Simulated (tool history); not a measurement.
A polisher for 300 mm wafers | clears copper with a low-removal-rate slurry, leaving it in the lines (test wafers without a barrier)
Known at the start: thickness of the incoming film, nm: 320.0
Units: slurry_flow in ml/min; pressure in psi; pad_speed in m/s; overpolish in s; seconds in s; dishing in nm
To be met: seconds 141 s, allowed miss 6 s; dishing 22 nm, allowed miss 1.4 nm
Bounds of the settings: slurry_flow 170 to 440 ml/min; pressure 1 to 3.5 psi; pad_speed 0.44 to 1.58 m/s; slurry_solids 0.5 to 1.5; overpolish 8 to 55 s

run 1 day=0 | slurry_flow=280 pressure=2.2 pad_speed=1 slurry_solids=1 overpolish=28 | seconds=142.15 dishing=33.664
run 2 day=0.333 | slurry_flow=280 pressure=2.5 pad_speed=1 slurry_solids=1 overpolish=28 | seconds=125.5 dishing=36.253
run 3 day=0.525 | slurry_flow=210 pressure=2.5 pad_speed=1 slurry_solids=1 overpolish=28 | seconds=132.69 dishing=34.908
run 4 day=0.571 | slurry_flow=215 pressure=2.5 pad_speed=1 slurry_solids=1 overpolish=25 | seconds=132.99 dishing=33.443
run 5 day=0.725 | slurry_flow=215 pressure=2.5 pad_speed=1.16 slurry_solids=1 overpolish=25 | seconds=114.79 dishing=35.85
run 6 day=0.783 | slurry_flow=215 pressure=2.9 pad_speed=1.16 slurry_solids=1 overpolish=25 | seconds=98.658 dishing=39.007
-- day=0.942 head pressure recalibrated
run 7 day=0.942 | slurry_flow=220 pressure=2.7 pad_speed=1.16 slurry_solids=1 overpolish=22 | seconds=116.31 dishing=31.727
run 8 day=1.154 | slurry_flow=220 pressure=2.7 pad_speed=1.16 slurry_solids=1 overpolish=20 | seconds=116.81 dishing=31.894
run 9 day=1.3 | slurry_flow=220 pressure=2.7 pad_speed=1.16 slurry_solids=1 overpolish=18 | seconds=115.71 dishing=29.069

Which of these 5 next moves meets every target?
run A day=1.446 | slurry_flow=295 pressure=2.5 pad_speed=0.88 slurry_solids=0.85 overpolish=37 | seconds=? dishing=?
run B day=1.446 | slurry_flow=220 pressure=2.2 pad_speed=1.06 slurry_solids=0.95 overpolish=20 | seconds=? dishing=?
run C day=1.446 | slurry_flow=265 pressure=2.6 pad_speed=0.98 slurry_solids=0.9 overpolish=19 | seconds=? dishing=?
run D day=1.446 | slurry_flow=255 pressure=2.5 pad_speed=1.06 slurry_solids=0.8 overpolish=20 | seconds=? dishing=?
run E day=1.446 | slurry_flow=255 pressure=2.5 pad_speed=1.02 slurry_solids=0.9 overpolish=15 | seconds=? dishing=?

move=A seconds=160.67 dishing=37.158
move=B seconds=152.69 dishing=25.936
move=C seconds=139.67 dishing=26.925
move=D seconds=138.37 dishing=28.001
move=E seconds=139.96 dishing=22.589
A: further off than the last run
B: nearer than the last run, and not there yet
C: nearer than the last run, and not there yet
D: nearer than the last run, and not there yet
E: meets every target
Move E is the one to make.
